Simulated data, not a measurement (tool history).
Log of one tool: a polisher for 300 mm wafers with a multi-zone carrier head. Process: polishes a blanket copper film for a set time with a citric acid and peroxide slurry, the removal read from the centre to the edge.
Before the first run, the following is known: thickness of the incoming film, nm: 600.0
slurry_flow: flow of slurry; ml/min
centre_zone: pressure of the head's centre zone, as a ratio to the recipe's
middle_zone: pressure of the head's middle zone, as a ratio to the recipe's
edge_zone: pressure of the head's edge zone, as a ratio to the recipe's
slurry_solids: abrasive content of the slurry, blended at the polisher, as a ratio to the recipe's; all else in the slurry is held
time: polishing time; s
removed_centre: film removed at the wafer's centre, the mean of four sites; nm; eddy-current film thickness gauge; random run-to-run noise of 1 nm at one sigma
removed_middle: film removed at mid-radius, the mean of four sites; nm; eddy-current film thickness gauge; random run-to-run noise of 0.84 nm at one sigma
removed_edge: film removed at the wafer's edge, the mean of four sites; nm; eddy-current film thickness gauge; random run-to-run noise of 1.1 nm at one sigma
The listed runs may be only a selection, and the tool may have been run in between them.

{"run": 1, "hour": 0.0, "slurry_flow": 275, "centre_zone": 1, "middle_zone": 1, "edge_zone": 1, "slurry_solids": 1, "time": 53, "removed_centre": 92.046, "removed_middle": 85.272, "removed_edge": 81.942}
{"run": 2, "hour": 3.7, "slurry_flow": 275, "centre_zone": 1, "middle_zone": 1, "edge_zone": 1, "slurry_solids": 1, "time": 61, "removed_centre": 104.33, "removed_middle": 98.44, "removed_edge": 96.874}
{"run": 3, "hour": 9.5, "slurry_flow": 285, "centre_zone": 1.01, "middle_zone": 1.01, "edge_zone": 1.05, "slurry_solids": 1.05, "time": 61, "removed_centre": 107.19, "removed_middle": 100.93, "removed_edge": 100.01}
{"run": 4, "hour": 14.9, "slurry_flow": 285, "centre_zone": 1.01, "middle_zone": 0.98, "edge_zone": 1.05, "slurry_solids": 1.05, "time": 61, "removed_centre": 109.34, "removed_middle": 97.515, "removed_edge": 100.34}
{"run": 5, "hour": 22.7, "slurry_flow": 295, "centre_zone": 1, "middle_zone": 0.99, "edge_zone": 1.08, "slurry_solids": 1.1, "time": 61, "removed_centre": 109.81, "removed_middle": 99.903, "removed_edge": 100.91}
{"run": 6, "hour": 31.1, "slurry_flow": 295, "centre_zone": 1, "middle_zone": 1.03, "edge_zone": 1.08, "slurry_solids": 1.1, "time": 61, "removed_centre": 109.6, "removed_middle": 103.17, "removed_edge": 101.31}

Run 7 has not been measured yet. What should we expect?
{"run": 7, "hour": 37.8, "slurry_flow": 295, "centre_zone": 1, "middle_zone": 1.03, "edge_zone": 1.08, "slurry_solids": 1.1, "time": 61, "removed_centre": "?", "removed_middle": "?", "removed_edge": "?"}

{"run 7": {"removed_centre": 110.39, "removed_middle": 104.73, "removed_edge": 102.99}}

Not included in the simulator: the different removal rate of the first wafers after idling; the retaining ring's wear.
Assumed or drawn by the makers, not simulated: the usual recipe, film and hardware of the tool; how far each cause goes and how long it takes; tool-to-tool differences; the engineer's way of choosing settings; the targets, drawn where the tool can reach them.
